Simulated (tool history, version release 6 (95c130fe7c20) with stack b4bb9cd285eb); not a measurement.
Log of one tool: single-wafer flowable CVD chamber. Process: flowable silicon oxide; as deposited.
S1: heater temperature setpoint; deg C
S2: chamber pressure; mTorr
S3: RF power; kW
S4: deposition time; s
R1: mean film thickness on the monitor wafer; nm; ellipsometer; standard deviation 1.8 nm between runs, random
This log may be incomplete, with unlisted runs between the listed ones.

run	hour	S1	S2	S3	S4	R1
1	0	95	733	2.6	754	469.66
2	4.4	95	733	2.6	719	447.57
3	10.9	95	733	2.6	719	449.89
4	17.9	92	733	2.6	719	498.47
5	26.3	90	733	2.6	719	531.7
6	27.3	90	733	2.415	719	529.55
7	30.9	89	733	2.415	719	540.85
8	34.2	88	733	2.415	719	559.27

What will run 9 give?
9	38.8	87	733	2.415	719	?

R1: 578.58 nm
